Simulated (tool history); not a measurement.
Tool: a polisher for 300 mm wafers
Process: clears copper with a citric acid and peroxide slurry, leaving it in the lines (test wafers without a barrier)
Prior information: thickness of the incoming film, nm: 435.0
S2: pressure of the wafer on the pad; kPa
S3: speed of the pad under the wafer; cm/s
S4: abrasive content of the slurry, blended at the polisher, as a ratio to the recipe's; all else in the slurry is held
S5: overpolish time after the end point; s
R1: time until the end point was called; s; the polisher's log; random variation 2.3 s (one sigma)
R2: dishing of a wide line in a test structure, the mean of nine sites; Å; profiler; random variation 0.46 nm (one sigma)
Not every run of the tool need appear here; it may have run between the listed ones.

{"run": 1, "hour": 0.0, "flow of slurry (ml/min)": 305, "S2": 26.9, "S3": 140, "S4": 1.0, "S5": 14, "R1": 152.03, "R2": 291.44}
{"run": 2, "hour": 2.6, "flow of slurry (ml/min)": 305, "S2": 26.9, "S3": 140, "S4": 1.1, "S5": 14, "R1": 152.04, "R2": 291.79}
{"run": 3, "hour": 11.5, "flow of slurry (ml/min)": 305, "S2": 30.3, "S3": 140, "S4": 1.1, "S5": 14, "R1": 139.31, "R2": 329.84}
{"run": 4, "hour": 19.1, "flow of slurry (ml/min)": 305, "S2": 30.3, "S3": 138, "S4": 1.1, "S5": 15, "R1": 135.56, "R2": 337.08}
{"run": 5, "hour": 23.8, "flow of slurry (ml/min)": 305, "S2": 29.6, "S3": 140, "S4": 1.1, "S5": 16, "R1": 137.84, "R2": 358.39}
{"run": 6, "hour": 31.2, "flow of slurry (ml/min)": 305, "S2": 29.6, "S3": 106, "S4": 1.1, "S5": 16, "R1": 178.94, "R2": 276.13}
{"run": 7, "hour": 35.7, "flow of slurry (ml/min)": 305, "S2": 30.3, "S3": 106, "S4": 1.1, "S5": 17, "R1": 180.93, "R2": 303.34}
{"run": 8, "hour": 38.6, "flow of slurry (ml/min)": 305, "S2": 37.9, "S3": 106, "S4": 1.1, "S5": 18, "R1": 152.64, "R2": 385.23}

Run 9, settings as shown, results not yet in. Your forecast:
{"run": 9, "hour": 46.0, "flow of slurry (ml/min)": 305, "S2": 37.9, "S3": 106, "S4": 1.1, "S5": 18, "R1": "?", "R2": "?"}

R1: 144.00 s
R2: 378.61 Å
